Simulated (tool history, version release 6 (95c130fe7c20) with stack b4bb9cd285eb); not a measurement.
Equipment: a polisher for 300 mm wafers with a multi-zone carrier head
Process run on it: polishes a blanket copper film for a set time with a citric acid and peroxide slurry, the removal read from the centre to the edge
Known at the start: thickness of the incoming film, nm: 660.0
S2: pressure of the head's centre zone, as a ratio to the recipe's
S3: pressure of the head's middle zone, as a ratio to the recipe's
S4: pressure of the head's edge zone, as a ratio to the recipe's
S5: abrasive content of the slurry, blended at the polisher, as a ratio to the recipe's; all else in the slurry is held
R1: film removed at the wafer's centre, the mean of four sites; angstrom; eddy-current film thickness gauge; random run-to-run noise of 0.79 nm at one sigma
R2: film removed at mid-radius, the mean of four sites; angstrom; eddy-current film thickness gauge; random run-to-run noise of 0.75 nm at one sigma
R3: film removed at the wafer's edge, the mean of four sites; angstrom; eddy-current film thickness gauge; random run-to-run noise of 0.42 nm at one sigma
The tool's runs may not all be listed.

Run 1, hour 0: flow of slurry (ml/min) 270, S2 1, S3 1, S4 1, S5 1, polishing time (s) 44. Result: R1 830.7 angstrom, R2 813.91 angstrom, R3 824.16 angstrom.
Run 2, hour 2: flow of slurry (ml/min) 270, S2 1, S3 1, S4 0.99, S5 0.95, polishing time (s) 43. Result: R1 811.27 angstrom, R2 764.85 angstrom, R3 793.89 angstrom.
Run 3, hour 6.1: flow of slurry (ml/min) 270, S2 1, S3 1, S4 0.92, S5 0.95, polishing time (s) 43. Result: R1 801 angstrom, R2 764.37 angstrom, R3 777 angstrom.
Run 4, hour 7.3: flow of slurry (ml/min) 270, S2 1, S3 1, S4 0.96, S5 0.95, polishing time (s) 43. Result: R1 810.72 angstrom, R2 762.41 angstrom, R3 791.51 angstrom.
Run 5, hour 15.1: flow of slurry (ml/min) 270, S2 1, S3 0.94, S4 0.96, S5 0.95, polishing time (s) 43. Result: R1 819.86 angstrom, R2 708.91 angstrom, R3 791.79 angstrom.
Run 6, hour 22.3: flow of slurry (ml/min) 270, S2 1, S3 0.94, S4 0.96, S5 0.95, polishing time (s) 49. Result: R1 901.21 angstrom, R2 833.34 angstrom, R3 890.44 angstrom.

Estimate the outcome of run 7 from the log above:
Run 7, hour 29.5: flow of slurry (ml/min) 255, S2 0.98, S3 1.04, S4 0.86, S5 0.7, polishing time (s) 37. Result: R1 ?, R2 ?, R3 ?.

{"run 7": {"R1": 619.35, "R2": 624.45, "R3": 583.76}}

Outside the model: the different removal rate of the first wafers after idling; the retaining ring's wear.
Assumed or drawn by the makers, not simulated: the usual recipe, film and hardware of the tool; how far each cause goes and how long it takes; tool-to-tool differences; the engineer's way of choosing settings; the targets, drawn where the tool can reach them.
